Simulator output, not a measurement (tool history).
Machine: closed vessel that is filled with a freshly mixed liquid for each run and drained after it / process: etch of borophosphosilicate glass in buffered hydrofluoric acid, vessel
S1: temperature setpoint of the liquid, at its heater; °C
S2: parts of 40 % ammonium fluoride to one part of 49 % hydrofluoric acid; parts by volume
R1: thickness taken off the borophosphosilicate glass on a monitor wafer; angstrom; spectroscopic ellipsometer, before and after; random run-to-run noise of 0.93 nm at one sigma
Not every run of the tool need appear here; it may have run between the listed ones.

Run 1, day 0: S1 20 °C, S2 13 parts by volume, time in the liquid (s) 90. Result: R1 1218.3 angstrom.
Run 2, day 0.146: S1 19.5 °C, S2 13 parts by volume, time in the liquid (s) 90. Result: R1 1165.5 angstrom.
Run 3, day 0.233: S1 19 °C, S2 13 parts by volume, time in the liquid (s) 90. Result: R1 1155.3 angstrom.
Run 4, day 0.312: S1 19 °C, S2 11 parts by volume, time in the liquid (s) 90. Result: R1 1376 angstrom.
Run 5, day 0.367: S1 18.5 °C, S2 11.5 parts by volume, time in the liquid (s) 90. Result: R1 1260.3 angstrom.
Run 6, day 0.65: S1 18.5 °C, S2 9 parts by volume, time in the liquid (s) 90. Result: R1 1549.7 angstrom.
Run 7, day 0.729: S1 18 °C, S2 10 parts by volume, time in the liquid (s) 90. Result: R1 1422 angstrom.
Run 8, day 1.088: S1 18 °C, S2 10.5 parts by volume, time in the liquid (s) 90. Result: R1 1364.8 angstrom.

Forecast run 9:
Run 9, day 1.412: S1 18 °C, S2 11 parts by volume, time in the liquid (s) 90. Result: R1 ?.

Run 9 yielded R1 1271 angstrom.
